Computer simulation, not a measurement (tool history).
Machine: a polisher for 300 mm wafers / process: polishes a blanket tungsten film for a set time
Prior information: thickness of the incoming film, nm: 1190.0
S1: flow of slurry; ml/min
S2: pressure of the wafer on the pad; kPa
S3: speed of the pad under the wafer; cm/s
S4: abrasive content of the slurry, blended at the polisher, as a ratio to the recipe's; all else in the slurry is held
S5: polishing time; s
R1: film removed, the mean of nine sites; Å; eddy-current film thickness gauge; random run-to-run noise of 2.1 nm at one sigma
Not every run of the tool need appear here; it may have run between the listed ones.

run,hour,S1,S2,S3,S4,S5,R1
1,0.0,165,24.8,134,1.00,45,2773.2
2,2.8,165,24.8,134,1.00,47,2880.7
3,7.2,165,24.8,134,1.15,47,2939.4
4,9.7,165,24.8,134,1.15,45,2834.7
5,14.7,165,24.8,134,1.30,45,2928.5
6,15.2,195,24.8,134,1.30,45,3045.0
7,17.6,180,22.8,134,1.30,45,2717.4
# hour 20.6: worn pad replaced by a new one
8,20.6,170,21.4,134,1.30,45,2702.7
9,27.2,170,18.6,134,1.30,45,2338.8
10,35.2,170,18.6,134,1.30,45,2334.4
11,40.8,165,17.9,134,1.30,45,2262.8
12,49.1,150,16.5,134,1.30,45,2061.0

Estimate the outcome of run 13 from the log above:
13,52.9,155,16.5,134,1.30,45,?

R1: 2069.6 Å
